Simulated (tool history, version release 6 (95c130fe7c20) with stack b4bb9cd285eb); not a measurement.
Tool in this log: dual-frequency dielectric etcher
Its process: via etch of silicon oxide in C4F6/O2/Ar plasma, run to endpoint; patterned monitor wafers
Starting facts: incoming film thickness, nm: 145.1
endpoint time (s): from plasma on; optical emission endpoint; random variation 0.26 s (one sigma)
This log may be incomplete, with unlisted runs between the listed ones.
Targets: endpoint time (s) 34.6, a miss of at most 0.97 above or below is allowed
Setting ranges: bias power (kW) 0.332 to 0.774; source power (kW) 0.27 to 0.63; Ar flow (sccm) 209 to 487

| run | hour | bias power (kW) | source power (kW) | Ar flow (sccm) | endpoint time (s) |
|---|---|---|---|---|---|
| 1 | 0 | 0.553 | 0.45 | 348 | 30.685 |
| 2 | 8.2 | 0.531 | 0.44 | 349 | 31.2 |
| 3 | 8.9 | 0.511 | 0.43 | 351 | 32.324 |
| 4 | 16.6 | 0.499 | 0.43 | 352 | 32.589 |
| 5 | 21.2 | 0.563 | 0.43 | 352 | 30.913 |
| 6 | 26.3 | 0.563 | 0.37 | 352 | 32.886 |
| 7 | 28.3 | 0.554 | 0.37 | 352 | 33.177 |
| 8 | 35.2 | 0.547 | 0.37 | 352 | 33.961 |

Which single option among these 4 for the next run brings every result within its allowed miss of target? Just one does.
| A | 42.1 | 0.502 | 0.42 | 270 | ? |
| B | 42.1 | 0.574 | 0.38 | 340 | ? |
| C | 42.1 | 0.529 | 0.42 | 356 | ? |
| D | 42.1 | 0.551 | 0.36 | 377 | ? |

| move | endpoint time (s) |
|---|---|
| A | 31.622 |
| B | 31.799 |
| C | 31.711 |
| D | 33.69 |
A: misses by more than the last run did
B: misses by more than the last run did
C: misses by more than the last run did
D: all results in spec
Correct choice: D, which meets every target
